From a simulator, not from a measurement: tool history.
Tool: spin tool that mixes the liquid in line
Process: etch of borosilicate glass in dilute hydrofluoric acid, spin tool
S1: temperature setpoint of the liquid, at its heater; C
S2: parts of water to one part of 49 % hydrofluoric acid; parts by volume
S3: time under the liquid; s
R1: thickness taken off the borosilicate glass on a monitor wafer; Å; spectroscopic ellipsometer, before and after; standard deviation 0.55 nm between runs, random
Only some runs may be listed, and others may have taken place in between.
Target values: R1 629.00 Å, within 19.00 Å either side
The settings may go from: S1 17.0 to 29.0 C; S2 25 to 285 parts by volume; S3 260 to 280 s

run 1 hour=0.0 | S1=21.0 S2=155 S3=260 | R1=788.14
run 2 hour=2.5 | S1=21.0 S2=105 S3=260 | R1=1233.00
run 3 hour=6.0 | S1=21.0 S2=155 S3=260 | R1=798.45
run 4 hour=10.6 | S1=21.0 S2=155 S3=260 | R1=789.62
run 5 hour=16.4 | S1=21.0 S2=155 S3=260 | R1=800.71
run 6 hour=23.1 | S1=21.0 S2=155 S3=260 | R1=785.36
run 7 hour=25.8 | S1=17.0 S2=170 S3=260 | R1=605.65
run 8 hour=33.5 | S1=17.0 S2=170 S3=260 | R1=609.85

Of the 5 settings listed for the next run, only one would bring every result within its allowed miss of target. Which one?
run A hour=41.2 | S1=17.0 S2=175 S3=260 | R1=?
run B hour=41.2 | S1=20.0 S2=180 S3=275 | R1=?
run C hour=41.2 | S1=17.0 S2=155 S3=260 | R1=?
run D hour=41.2 | S1=18.0 S2=170 S3=260 | R1=?
run E hour=41.2 | S1=18.5 S2=165 S3=260 | R1=?

move=A R1=583.57
move=B R1=672.82
move=C R1=671.54
move=D R1=628.42
move=E R1=663.81
A: moves away from the targets compared with the last run
B: takes the result that was furthest off past its target
C: takes the result that was furthest off past its target
D: every result within its allowed miss
E: takes the result that was furthest off past its target
D meets every target.

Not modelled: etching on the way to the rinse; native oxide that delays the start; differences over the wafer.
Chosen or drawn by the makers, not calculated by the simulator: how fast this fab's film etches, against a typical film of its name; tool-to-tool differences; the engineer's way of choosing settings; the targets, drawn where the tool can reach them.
